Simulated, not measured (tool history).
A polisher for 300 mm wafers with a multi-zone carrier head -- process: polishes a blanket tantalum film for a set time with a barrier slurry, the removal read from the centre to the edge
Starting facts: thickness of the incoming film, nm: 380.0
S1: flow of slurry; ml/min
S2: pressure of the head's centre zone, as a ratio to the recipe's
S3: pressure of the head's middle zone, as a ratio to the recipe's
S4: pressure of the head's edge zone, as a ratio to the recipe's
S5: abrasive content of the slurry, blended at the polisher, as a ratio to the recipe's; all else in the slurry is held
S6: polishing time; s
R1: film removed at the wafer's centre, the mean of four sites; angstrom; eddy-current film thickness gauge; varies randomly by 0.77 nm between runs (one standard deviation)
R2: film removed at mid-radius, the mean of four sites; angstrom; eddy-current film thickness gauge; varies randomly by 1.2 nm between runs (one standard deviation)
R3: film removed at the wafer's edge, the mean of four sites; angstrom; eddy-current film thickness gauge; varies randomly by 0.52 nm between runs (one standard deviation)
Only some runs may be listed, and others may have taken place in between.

run	hour	S1	S2	S3	S4	S5	S6	R1	R2	R3
1	0	270	1	1	1	1	82	1063.2	1076.7	1083.8
2	5.6	270	1	1	1	1	94	1196.8	1222.2	1235.5
3	10.8	270	1	1	1	1.15	94	1246.6	1287.8	1281.3
4	16.4	260	0.96	1.02	0.98	1	89	1074	1196.3	1159.5
5	20	255	0.94	1.02	0.95	0.9	85	987.61	1097.5	1056.3
6	28	255	0.94	1.02	1.01	0.9	85	974.7	1085.4	1089.9
7	29.5	220	0.84	1.08	0.91	0.65	71	626.82	815.77	749.63

Forecast run 8:
8	38.2	230	0.84	1.09	0.92	0.65	71	?	?	?

R1: 642.21 angstrom
R2: 825.5 angstrom
R3: 747.54 angstrom

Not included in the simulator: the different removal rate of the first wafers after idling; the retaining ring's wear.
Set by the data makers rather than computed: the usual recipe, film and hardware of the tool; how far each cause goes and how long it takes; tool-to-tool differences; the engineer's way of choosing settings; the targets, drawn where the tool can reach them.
